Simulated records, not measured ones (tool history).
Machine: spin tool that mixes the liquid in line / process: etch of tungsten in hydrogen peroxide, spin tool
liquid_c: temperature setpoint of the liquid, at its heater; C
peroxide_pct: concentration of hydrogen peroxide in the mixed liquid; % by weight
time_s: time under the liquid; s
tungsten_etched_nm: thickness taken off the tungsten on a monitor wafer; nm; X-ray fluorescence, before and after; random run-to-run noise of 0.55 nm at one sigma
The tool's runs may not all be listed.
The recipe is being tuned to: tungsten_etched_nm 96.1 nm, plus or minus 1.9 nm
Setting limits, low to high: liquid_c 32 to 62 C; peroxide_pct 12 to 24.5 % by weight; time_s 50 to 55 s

run	hour	liquid_c	peroxide_pct	time_s	tungsten_etched_nm
1	0	46	16.5	50	57.96
2	4.5	46	16.5	55	63.888
3	10.6	48	16.5	55	71.929
4	11.7	49.5	16.5	55	79.372
5	19.4	49.5	14	55	73.163
6	24.8	51	14	55	80.203
7	33	52	14	55	84.346
8	38.5	52.5	14	55	87.852
9	40.7	53	14	55	90.426
10	47.5	53.5	14	55	92.496

Which one of the following 4 next-run settings gets every result inside its allowed miss? There is exactly one.
A	54.3	56	14.5	50	?
B	54.3	54	14	55	?
C	54.3	55.5	12	50	?
D	54.3	50.5	18	55	?

move	tungsten_etched_nm
A	99.936
B	95.944
C	88.27
D	88.097
A: carries the result that was furthest off beyond its target, to the other side
B: all results land within tolerance of their targets
C: misses by more than the last run did
D: misses by more than the last run did
Go with B: it meets all targets.
